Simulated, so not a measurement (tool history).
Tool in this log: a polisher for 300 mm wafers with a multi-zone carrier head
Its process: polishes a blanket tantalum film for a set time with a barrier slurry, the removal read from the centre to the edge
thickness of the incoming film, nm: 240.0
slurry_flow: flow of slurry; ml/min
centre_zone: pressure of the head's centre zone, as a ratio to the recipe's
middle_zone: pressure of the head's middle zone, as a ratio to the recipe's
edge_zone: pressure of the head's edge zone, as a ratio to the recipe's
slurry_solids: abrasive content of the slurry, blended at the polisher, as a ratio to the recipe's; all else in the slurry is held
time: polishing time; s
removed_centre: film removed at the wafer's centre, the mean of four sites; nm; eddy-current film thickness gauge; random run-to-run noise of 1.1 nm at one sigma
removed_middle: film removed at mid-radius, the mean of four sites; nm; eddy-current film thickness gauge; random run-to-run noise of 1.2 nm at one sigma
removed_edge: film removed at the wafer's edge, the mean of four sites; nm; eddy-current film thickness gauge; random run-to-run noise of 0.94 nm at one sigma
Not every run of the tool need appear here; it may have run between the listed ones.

run	day	slurry_flow	centre_zone	middle_zone	edge_zone	slurry_solids	time	removed_centre	removed_middle	removed_edge
1	0	295	1	1	1	1	48	74.898	72.523	74.768
2	0.325	225	1	1	1	1	48	72.019	72.158	73.28
3	0.504	235	1.03	1.02	1.04	1.15	48	76.106	73.416	79.197
4	0.7	235	1.03	1.02	1.04	1.35	48	80.721	78.582	82.989
5	0.829	235	1.03	1.09	1.04	1.35	48	80.593	82.072	83.774
6	0.875	235	1.03	1.09	1.04	1.5	48	80.818	85.263	85.559
7	1.2	245	1.06	1.1	1.05	1.5	48	82.733	87.806	83.78

For run 8, what comes out?
8	1.346	235	1.08	1.07	1.06	1.5	49	?	?	?

removed_centre: 86.389 nm
removed_middle: 85.542 nm
removed_edge: 88.935 nm
